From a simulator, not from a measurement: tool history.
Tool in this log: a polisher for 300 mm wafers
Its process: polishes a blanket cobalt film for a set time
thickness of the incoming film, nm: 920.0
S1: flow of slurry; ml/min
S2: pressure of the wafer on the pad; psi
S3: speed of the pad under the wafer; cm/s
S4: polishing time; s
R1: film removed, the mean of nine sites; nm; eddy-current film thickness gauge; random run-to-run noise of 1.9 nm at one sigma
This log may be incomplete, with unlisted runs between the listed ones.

run 1 hour=0 | S1=300 S2=1.5 S3=104 S4=89 | R1=389.97
run 2 hour=8.1 | S1=230 S2=1.5 S3=104 S4=89 | R1=380.6
run 3 hour=15 | S1=255 S2=1.5 S3=104 S4=89 | R1=385.64
run 4 hour=19.1 | S1=255 S2=1.5 S3=122 S4=89 | R1=434.72
run 5 hour=24.7 | S1=255 S2=1.5 S3=98 S4=89 | R1=365.24
run 6 hour=25.6 | S1=255 S2=1.4 S3=98 S4=89 | R1=346.42
run 7 hour=29.5 | S1=255 S2=1.3 S3=98 S4=89 | R1=324.97
run 8 hour=30.3 | S1=255 S2=1.2 S3=98 S4=89 | R1=305.9
run 9 hour=38.2 | S1=255 S2=1.1 S3=98 S4=89 | R1=282.66
run 10 hour=39.9 | S1=255 S2=0.9 S3=98 S4=89 | R1=245.04
run 11 hour=46.2 | S1=250 S2=0.8 S3=98 S4=89 | R1=221.79
run 12 hour=52.5 | S1=255 S2=0.8 S3=98 S4=89 | R1=226.69
run 13 hour=56.9 | S1=260 S2=0.8 S3=98 S4=89 | R1=223.03
run 14 hour=61.6 | S1=260 S2=0.9 S3=98 S4=89 | R1=244.24
run 15 hour=67.6 | S1=255 S2=0.9 S3=98 S4=89 | R1=244.92
run 16 hour=69.5 | S1=255 S2=0.9 S3=98 S4=89 | R1=242.78
run 17 hour=74.8 | S1=250 S2=0.9 S3=98 S4=89 | R1=243.63

Predict the results of run 18:
run 18 hour=75.6 | S1=250 S2=0.8 S3=98 S4=89 | R1=?

For run 18 the tool returned R1 224.71 nm.
